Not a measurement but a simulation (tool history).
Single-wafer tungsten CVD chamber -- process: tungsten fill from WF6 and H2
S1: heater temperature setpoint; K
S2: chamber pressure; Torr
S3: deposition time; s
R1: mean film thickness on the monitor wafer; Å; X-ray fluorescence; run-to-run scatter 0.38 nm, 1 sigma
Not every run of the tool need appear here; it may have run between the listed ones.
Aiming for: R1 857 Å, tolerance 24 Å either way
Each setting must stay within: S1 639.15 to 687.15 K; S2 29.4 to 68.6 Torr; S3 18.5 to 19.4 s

{"run": 1, "day": 0.0, "S1": 663.15, "S2": 49, "S3": 19.4, "R1": 600.37}
{"run": 2, "day": 0.233, "S1": 665.15, "S2": 49.2, "S3": 19.4, "R1": 617.77}
{"run": 3, "day": 0.417, "S1": 667.15, "S2": 49.4, "S3": 19.4, "R1": 643.69}
{"run": 4, "day": 0.504, "S1": 675.15, "S2": 49.4, "S3": 19.4, "R1": 738.06}
{"run": 5, "day": 0.571, "S1": 675.15, "S2": 49.4, "S3": 19.4, "R1": 737.91}
{"run": 6, "day": 0.646, "S1": 665.15, "S2": 49.4, "S3": 19.4, "R1": 624.81}
{"run": 7, "day": 0.883, "S1": 677.15, "S2": 51.3, "S3": 19.4, "R1": 786.22}
{"run": 8, "day": 1.142, "S1": 678.15, "S2": 51.3, "S3": 19.4, "R1": 791.07}
{"run": 9, "day": 1.379, "S1": 679.15, "S2": 51.4, "S3": 19.4, "R1": 811.86}

Consider the 5 candidate settings below. Which is the only one whose results all fall within their allowed miss of target?
{"run": "A", "day": 1.617, "S1": 687.15, "S2": 48.2, "S3": 19, "R1": "?"}
{"run": "B", "day": 1.617, "S1": 678.15, "S2": 50.7, "S3": 19.4, "R1": "?"}
{"run": "C", "day": 1.617, "S1": 681.15, "S2": 55, "S3": 18.5, "R1": "?"}
{"run": "D", "day": 1.617, "S1": 677.15, "S2": 52.9, "S3": 19.4, "R1": "?"}
{"run": "E", "day": 1.617, "S1": 678.15, "S2": 54.9, "S3": 18.9, "R1": "?"}

move=A R1=865.44
move=B R1=791.47
move=C R1=828.21
move=D R1=797.8
move=E R1=806.11
A: all results in spec
B: further off than the last run
C: an improvement on the last run, though not all results are within tolerance
D: further off than the last run
E: further off than the last run
So the answer is move A, the one that meets all the targets.
